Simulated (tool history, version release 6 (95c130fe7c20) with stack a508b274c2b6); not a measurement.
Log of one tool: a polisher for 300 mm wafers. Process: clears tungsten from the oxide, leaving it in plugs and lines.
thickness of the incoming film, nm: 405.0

run	day	flow of slurry (ml/min)	pressure of the wafer on the pad (kPa)	speed of the pad under the wafer (cm/s)	abrasive content of the slurry	overpolish time after the end point (s)	time until the end point was called (s)
1	0.000	270	16.5	102	1.00	35	122.99
2	0.258	315	16.5	102	1.00	35	119.81
3	0.471	305	13.8	96	1.00	35	153.59
4	0.508	305	13.8	96	1.20	35	144.58
5	0.617	305	13.8	96	1.30	35	142.17
6	0.788	305	15.9	96	1.30	35	123.42
7	1.133	300	11.7	70	1.25	35	213.37
8	1.325	300	11.0	70	1.25	35	222.81
9	1.454	295	7.6	70	1.25	35	324.12

Run 10 comes next. What will it give?
10	1.483	310	8.3	70	1.25	35	?

time until the end point was called (s): 296.37
